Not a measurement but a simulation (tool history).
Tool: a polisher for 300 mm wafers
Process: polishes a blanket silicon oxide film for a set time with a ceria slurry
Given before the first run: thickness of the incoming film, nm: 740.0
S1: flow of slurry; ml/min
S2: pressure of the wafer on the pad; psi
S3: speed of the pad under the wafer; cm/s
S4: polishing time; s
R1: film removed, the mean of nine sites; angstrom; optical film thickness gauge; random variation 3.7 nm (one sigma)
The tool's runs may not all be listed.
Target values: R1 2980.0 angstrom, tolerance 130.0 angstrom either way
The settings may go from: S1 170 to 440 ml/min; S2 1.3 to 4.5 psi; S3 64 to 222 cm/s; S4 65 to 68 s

run 1 hour=0.0 | S1=280 S2=2.9 S3=142 S4=65 | R1=4039.6
run 2 hour=1.0 | S1=280 S2=2.7 S3=142 S4=65 | R1=3850.6
run 3 hour=5.9 | S1=280 S2=3.2 S3=142 S4=65 | R1=4269.2
run 4 hour=6.7 | S1=280 S2=2.9 S3=140 S4=65 | R1=3935.7
run 5 hour=10.9 | S1=250 S2=2.9 S3=140 S4=65 | R1=3941.1
run 6 hour=12.8 | S1=250 S2=2.9 S3=140 S4=68 | R1=4188.1
run 7 hour=18.4 | S1=250 S2=2.6 S3=138 S4=68 | R1=3749.4
run 8 hour=22.5 | S1=250 S2=2.4 S3=138 S4=68 | R1=3654.7
run 9 hour=26.3 | S1=250 S2=2.2 S3=138 S4=68 | R1=3385.0
run 10 hour=30.8 | S1=250 S2=2.1 S3=138 S4=68 | R1=3322.3

Which one of the following 4 next-run settings gets every result inside its allowed miss? There is exactly one.
run A hour=35.3 | S1=230 S2=2.7 S3=132 S4=68 | R1=?
run B hour=35.3 | S1=225 S2=2.3 S3=126 S4=65 | R1=?
run C hour=35.3 | S1=215 S2=1.8 S3=130 S4=66 | R1=?
run D hour=35.3 | S1=240 S2=2.0 S3=122 S4=66 | R1=?

move=A R1=3680.8
move=B R1=3016.7
move=C R1=2698.9
move=D R1=2743.6
A: lands further from the targets than the last run did
B: every result within its allowed miss
C: carries the result that was furthest off beyond its target, to the other side
D: carries the result that was furthest off beyond its target, to the other side
B meets every target.
